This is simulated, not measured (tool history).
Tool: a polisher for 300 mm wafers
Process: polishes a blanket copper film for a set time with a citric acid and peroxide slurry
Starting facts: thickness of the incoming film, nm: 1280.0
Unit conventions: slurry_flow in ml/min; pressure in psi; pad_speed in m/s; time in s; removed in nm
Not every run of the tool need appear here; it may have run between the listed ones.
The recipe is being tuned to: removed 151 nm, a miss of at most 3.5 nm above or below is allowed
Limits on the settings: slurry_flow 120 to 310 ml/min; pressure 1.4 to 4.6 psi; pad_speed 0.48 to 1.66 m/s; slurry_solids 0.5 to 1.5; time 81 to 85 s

run	hour	slurry_flow	pressure	pad_speed	slurry_solids	time	removed
1	0	200	3	1.06	1	81	186.59
2	5.8	200	3	0.88	1	81	161.49
3	14.6	190	3	0.88	1	81	160.63
4	23.6	185	3	0.88	1	81	161.46
5	28.1	185	2.5	0.88	1	81	133.48
6	32.1	185	2.5	0.88	1	85	141.69
7	40.6	190	2.5	0.88	1	85	140.93
8	48.4	190	2.6	0.88	1	85	144.55

4 next moves are on the table. One of them brings every result within its allowed miss. Which?
A	56.2	175	2.6	0.9	0.95	85	?
B	56.2	300	3.2	0.7	0.7	85	?
C	56.2	195	2.8	0.8	1.05	82	?
D	56.2	220	2.2	0.98	1	84	?

move	removed
A	143.18
B	148.39
C	142.06
D	133.11
A: its largest miss is bigger than the last run's
B: hits every target within its allowed miss
C: its largest miss is bigger than the last run's
D: its largest miss is bigger than the last run's
The move that meets every target is B.
